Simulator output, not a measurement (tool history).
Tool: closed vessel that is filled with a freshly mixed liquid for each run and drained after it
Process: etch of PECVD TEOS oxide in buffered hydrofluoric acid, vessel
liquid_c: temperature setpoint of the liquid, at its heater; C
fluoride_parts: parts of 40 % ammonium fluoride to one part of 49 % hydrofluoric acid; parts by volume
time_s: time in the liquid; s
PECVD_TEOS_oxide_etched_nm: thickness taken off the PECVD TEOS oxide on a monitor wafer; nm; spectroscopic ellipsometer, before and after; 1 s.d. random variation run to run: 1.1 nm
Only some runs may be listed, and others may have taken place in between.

run	hour	liquid_c	fluoride_parts	time_s	PECVD_TEOS_oxide_etched_nm
1	0	20	9.5	100	168.03
2	7	22	8.5	100	205.35
3	9.7	23.5	7.5	100	256.41
4	14.8	24.5	7.5	100	269.85
5	18.4	27	7.5	100	308.16
6	24.7	27	5	100	441.64
7	27.9	26	5	100	420.71
8	36.2	25.5	5	100	411.84
9	40.5	25	5	100	399.94
10	49.6	24.5	5	100	387.33
11	58.7	24.5	5	100	387.07

Run 12, settings as shown, results not yet in. Your forecast:
12	62.5	24	5	100	?

{"run 12": {"PECVD_TEOS_oxide_etched_nm": 378.15}}
